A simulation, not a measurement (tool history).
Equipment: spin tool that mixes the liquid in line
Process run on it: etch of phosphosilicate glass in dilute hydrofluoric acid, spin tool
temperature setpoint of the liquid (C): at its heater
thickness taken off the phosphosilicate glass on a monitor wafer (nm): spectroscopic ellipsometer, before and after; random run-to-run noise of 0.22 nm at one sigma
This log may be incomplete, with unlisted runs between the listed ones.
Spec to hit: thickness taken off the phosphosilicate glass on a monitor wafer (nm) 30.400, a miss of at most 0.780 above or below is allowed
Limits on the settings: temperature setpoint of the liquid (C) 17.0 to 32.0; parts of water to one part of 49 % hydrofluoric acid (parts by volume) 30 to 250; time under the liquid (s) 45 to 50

| run | hour | temperature setpoint of the liquid (C) | parts of water to one part of 49 % hydrofluoric acid (parts by volume) | time under the liquid (s) | thickness taken off the phosphosilicate glass on a monitor wafer (nm) |
|---|---|---|---|---|---|
| 1 | 0.0 | 24.0 | 140 | 45 | 25.577 |
| 2 | 1.1 | 24.0 | 165 | 45 | 21.011 |
| 3 | 7.2 | 24.0 | 165 | 50 | 23.262 |
| 4 | 16.0 | 25.0 | 165 | 50 | 24.023 |
| 5 | 21.4 | 25.5 | 165 | 50 | 24.917 |
| 6 | 25.9 | 25.5 | 120 | 50 | 36.014 |
| 7 | 29.8 | 25.0 | 120 | 50 | 35.161 |
| 8 | 30.3 | 24.5 | 120 | 50 | 34.460 |
| 9 | 32.4 | 24.0 | 120 | 50 | 34.249 |
| 10 | 39.3 | 20.0 | 120 | 50 | 28.832 |
| 11 | 45.2 | 20.5 | 120 | 50 | 29.112 |

Which one of the following 5 next-run settings gets every result inside its allowed miss? There is exactly one.
| A | 51.1 | 19.5 | 120 | 50 | ? |
| B | 51.1 | 20.5 | 110 | 45 | ? |
| C | 51.1 | 19.0 | 120 | 50 | ? |
| D | 51.1 | 21.0 | 120 | 45 | ? |
| E | 51.1 | 20.0 | 115 | 50 | ? |

| move | thickness taken off the phosphosilicate glass on a monitor wafer (nm) |
|---|---|
| A | 28.033 |
| B | 28.981 |
| C | 27.467 |
| D | 26.808 |
| E | 30.015 |
A: its largest miss is bigger than the last run's
B: its largest miss is bigger than the last run's
C: its largest miss is bigger than the last run's
D: its largest miss is bigger than the last run's
E: each result inside its tolerance
E meets every target.
